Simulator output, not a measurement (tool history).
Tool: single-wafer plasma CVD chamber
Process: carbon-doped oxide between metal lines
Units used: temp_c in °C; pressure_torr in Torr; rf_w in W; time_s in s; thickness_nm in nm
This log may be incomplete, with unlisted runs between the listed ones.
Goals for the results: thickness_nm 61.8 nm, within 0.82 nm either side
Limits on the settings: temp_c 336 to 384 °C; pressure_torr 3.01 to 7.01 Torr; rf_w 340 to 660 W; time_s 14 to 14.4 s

run,hour,temp_c,pressure_torr,rf_w,time_s,thickness_nm
1,0,360,5.01,500,14,73.36
2,2.5,364,4.61,485,14,69.472
3,10.3,368,4.33,485,14,68.809
4,12.7,368,4.33,415,14,57.139
5,14.5,364,4.52,415,14,57.772
6,19.8,363,4.82,415,14,58.828
7,20.4,361,4.99,415,14,59.497
8,23.4,359,5.11,415,14,59.776
9,24.4,357,5.23,415,14,60.057
10,25.8,356,5.35,415,14,61.136
11,27.5,355,5.37,415,14,60.812

Pick the move, out of 4, that brings all results within their allowed miss; only one does.
A,29.2,355,5.59,415,14.1,?
B,29.2,345,5,400,14.1,?
C,29.2,359,5.28,405,14.3,?
D,29.2,353,5.06,405,14.3,?

move,thickness_nm
A,61.736
B,59.32
C,59.602
D,60.048
A: every result within its allowed miss
B: its largest miss is bigger than the last run's
C: its largest miss is bigger than the last run's
D: its largest miss is bigger than the last run's
Correct choice: A, which meets every target

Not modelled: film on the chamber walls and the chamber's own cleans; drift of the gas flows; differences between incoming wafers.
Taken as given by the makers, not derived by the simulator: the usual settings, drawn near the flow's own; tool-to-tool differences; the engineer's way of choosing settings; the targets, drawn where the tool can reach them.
